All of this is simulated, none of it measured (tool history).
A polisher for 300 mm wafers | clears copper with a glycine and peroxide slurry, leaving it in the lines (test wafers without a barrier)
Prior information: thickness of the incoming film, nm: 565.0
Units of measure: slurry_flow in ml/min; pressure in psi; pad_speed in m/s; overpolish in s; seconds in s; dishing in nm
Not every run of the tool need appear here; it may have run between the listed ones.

{"run": 1, "day": 0.0, "slurry_flow": 195, "pressure": 3.2, "pad_speed": 0.78, "overpolish": 8, "seconds": 99.82, "dishing": 30.268}
{"run": 2, "day": 0.188, "slurry_flow": 195, "pressure": 3.2, "pad_speed": 0.78, "overpolish": 7, "seconds": 100.09, "dishing": 27.039}
{"run": 3, "day": 0.221, "slurry_flow": 200, "pressure": 3.5, "pad_speed": 0.78, "overpolish": 6, "seconds": 89.578, "dishing": 25.512}
{"run": 4, "day": 0.6, "slurry_flow": 205, "pressure": 3.6, "pad_speed": 0.78, "overpolish": 5, "seconds": 90.413, "dishing": 21.486}
{"run": 5, "day": 0.921, "slurry_flow": 205, "pressure": 3.6, "pad_speed": 0.64, "overpolish": 5, "seconds": 104.33, "dishing": 20.1}
{"run": 6, "day": 1.104, "slurry_flow": 205, "pressure": 3.6, "pad_speed": 0.64, "overpolish": 2, "seconds": 103.74, "dishing": 8.2824}
{"run": 7, "day": 1.171, "slurry_flow": 215, "pressure": 4.0, "pad_speed": 0.62, "overpolish": 2, "seconds": 95.922, "dishing": 8.789}
{"run": 8, "day": 1.429, "slurry_flow": 215, "pressure": 3.9, "pad_speed": 0.68, "overpolish": 3, "seconds": 91.741, "dishing": 13.625}
{"run": 9, "day": 1.733, "slurry_flow": 235, "pressure": 4.0, "pad_speed": 0.68, "overpolish": 3, "seconds": 89.702, "dishing": 13.667}
{"run": 10, "day": 2.083, "slurry_flow": 240, "pressure": 4.1, "pad_speed": 0.68, "overpolish": 3, "seconds": 86.532, "dishing": 14.092}
{"run": 11, "day": 2.138, "slurry_flow": 245, "pressure": 4.2, "pad_speed": 0.68, "overpolish": 3, "seconds": 85.185, "dishing": 14.675}

Run 12, settings as shown, results not yet in. Your forecast:
{"run": 12, "day": 2.321, "slurry_flow": 250, "pressure": 4.3, "pad_speed": 0.68, "overpolish": 3, "seconds": "?", "dishing": "?"}

seconds: 83.952 s
dishing: 15.1650 nm

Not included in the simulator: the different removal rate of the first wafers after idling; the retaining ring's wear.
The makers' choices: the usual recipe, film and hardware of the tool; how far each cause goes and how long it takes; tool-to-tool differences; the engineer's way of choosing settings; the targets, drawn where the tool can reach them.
